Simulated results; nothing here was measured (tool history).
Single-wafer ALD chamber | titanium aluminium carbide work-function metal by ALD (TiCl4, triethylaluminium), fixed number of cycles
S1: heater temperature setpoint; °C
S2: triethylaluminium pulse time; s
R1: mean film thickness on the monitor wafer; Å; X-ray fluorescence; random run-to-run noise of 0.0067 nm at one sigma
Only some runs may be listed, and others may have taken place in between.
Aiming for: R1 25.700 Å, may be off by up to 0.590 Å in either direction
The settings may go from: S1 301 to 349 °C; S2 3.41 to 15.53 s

run,hour,S1,S2,R1
1,0.0,325,9.47,23.253
2,5.6,320,9.47,22.630
3,14.1,320,10.78,23.018
4,19.4,320,12.35,23.391
5,24.0,320,15.04,23.451
6,24.6,320,15.53,23.488
7,31.7,327,15.53,24.324
8,35.6,327,15.53,24.293

Which single option among these 5 for the next run brings every result within its allowed miss of target? Just one does.
A,39.5,324,15.16,?
B,39.5,340,15.53,?
C,39.5,327,12.86,?
D,39.5,330,15.30,?
E,39.5,349,15.05,?

move,R1
A,24.001
B,25.778
C,24.182
D,24.665
E,26.758
A: misses by more than the last run did
B: in spec on every target
C: misses by more than the last run did
D: closes in on the targets versus the last run, not all within tolerance yet
E: carries the result that was furthest off beyond its target, to the other side
B meets every target.

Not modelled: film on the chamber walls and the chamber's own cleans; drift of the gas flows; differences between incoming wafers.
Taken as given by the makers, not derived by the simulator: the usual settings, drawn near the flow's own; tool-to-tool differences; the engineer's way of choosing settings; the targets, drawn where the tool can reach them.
